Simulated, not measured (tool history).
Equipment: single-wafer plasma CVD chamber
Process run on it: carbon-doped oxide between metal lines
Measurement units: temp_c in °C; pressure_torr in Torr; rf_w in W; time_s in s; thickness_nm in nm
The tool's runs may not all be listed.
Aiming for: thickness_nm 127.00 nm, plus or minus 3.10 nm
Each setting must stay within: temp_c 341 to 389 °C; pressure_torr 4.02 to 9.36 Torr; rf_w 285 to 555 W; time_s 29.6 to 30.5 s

run  hour  temp_c  pressure_torr  rf_w  time_s  thickness_nm
  1   0.0     365           6.69   420    29.6        149.26
  2   2.3     369           6.69   420    29.6        147.86
  3   4.0     369           6.69   420    29.6        147.97
  4  10.2     370           6.61   400    29.6        141.88
  5  12.0     370           7.12   400    29.6        142.17
  6  13.7     370           7.12   450    29.6        157.36
  7  21.7     371           7.04   425    29.6        150.59
  8  25.4     371           6.93   405    29.6        143.95
  9  31.5     371           6.88   390    29.6        139.75

Next run, 5 choices. One meets every target within its allowed miss, the rest don't. Which?
  A  37.6     373           7.05   385    29.6             ?
  B  37.6     371           7.01   330    29.6             ?
  C  37.6     370           6.71   375    30.0             ?
  D  37.6     367           7.01   350    29.6             ?
  E  37.6     363           7.35   415    30.5             ?

move  thickness_nm
   A        136.94
   B        120.61
   C        136.24
   D        127.88
   E        153.32
A: an improvement on the last run, though not all results are within tolerance
B: pushes the last run's worst result past its target
C: an improvement on the last run, though not all results are within tolerance
D: each result inside its tolerance
E: its largest miss is bigger than the last run's
D meets every target.
